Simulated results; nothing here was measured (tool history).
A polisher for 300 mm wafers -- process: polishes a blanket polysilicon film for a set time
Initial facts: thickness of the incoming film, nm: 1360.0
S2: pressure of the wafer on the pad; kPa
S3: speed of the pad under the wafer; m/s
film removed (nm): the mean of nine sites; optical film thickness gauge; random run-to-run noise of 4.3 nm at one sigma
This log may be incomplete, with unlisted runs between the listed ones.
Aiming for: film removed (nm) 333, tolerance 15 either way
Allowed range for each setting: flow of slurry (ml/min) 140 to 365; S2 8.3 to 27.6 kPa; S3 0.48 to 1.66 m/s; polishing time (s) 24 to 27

run 1 day=0 | flow_of_slurry_(ml/min)=235 S2=17.9 S3=1.06 polishing_time_(s)=27 | film_removed_(nm)=242.75
run 2 day=0.292 | flow_of_slurry_(ml/min)=235 S2=17.9 S3=0.8 polishing_time_(s)=27 | film_removed_(nm)=181.96
run 3 day=0.525 | flow_of_slurry_(ml/min)=235 S2=17.9 S3=0.8 polishing_time_(s)=27 | film_removed_(nm)=186.7
run 4 day=0.875 | flow_of_slurry_(ml/min)=235 S2=17.9 S3=0.62 polishing_time_(s)=27 | film_removed_(nm)=147.98
run 5 day=1.146 | flow_of_slurry_(ml/min)=235 S2=17.9 S3=0.48 polishing_time_(s)=27 | film_removed_(nm)=118.88
run 6 day=1.504 | flow_of_slurry_(ml/min)=210 S2=17.9 S3=0.48 polishing_time_(s)=27 | film_removed_(nm)=113.93
run 7 day=1.796 | flow_of_slurry_(ml/min)=275 S2=22.8 S3=0.78 polishing_time_(s)=27 | film_removed_(nm)=231.37
run 8 day=2.079 | flow_of_slurry_(ml/min)=280 S2=23.4 S3=0.8 polishing_time_(s)=27 | film_removed_(nm)=247.61
run 9 day=2.212 | flow_of_slurry_(ml/min)=280 S2=24.1 S3=0.8 polishing_time_(s)=27 | film_removed_(nm)=254.77
run 10 day=2.371 | flow_of_slurry_(ml/min)=280 S2=24.8 S3=0.82 polishing_time_(s)=27 | film_removed_(nm)=269.45

Consider the 4 candidate settings below. Which is the only one whose results all fall within their allowed miss of target?
run A day=2.529 | flow_of_slurry_(ml/min)=315 S2=21.4 S3=0.84 polishing_time_(s)=25 | film_removed_(nm)=?
run B day=2.529 | flow_of_slurry_(ml/min)=295 S2=27.6 S3=1.02 polishing_time_(s)=27 | film_removed_(nm)=?
run C day=2.529 | flow_of_slurry_(ml/min)=280 S2=26.2 S3=1.06 polishing_time_(s)=27 | film_removed_(nm)=?
run D day=2.529 | flow_of_slurry_(ml/min)=325 S2=23.4 S3=1.1 polishing_time_(s)=27 | film_removed_(nm)=?

move=A film_removed_(nm)=219.87
move=B film_removed_(nm)=363.63
move=C film_removed_(nm)=356.96
move=D film_removed_(nm)=335.86
A: misses by more than the last run did
B: pushes the last run's worst result past its target
C: pushes the last run's worst result past its target
D: in spec on every target
The right move is D.
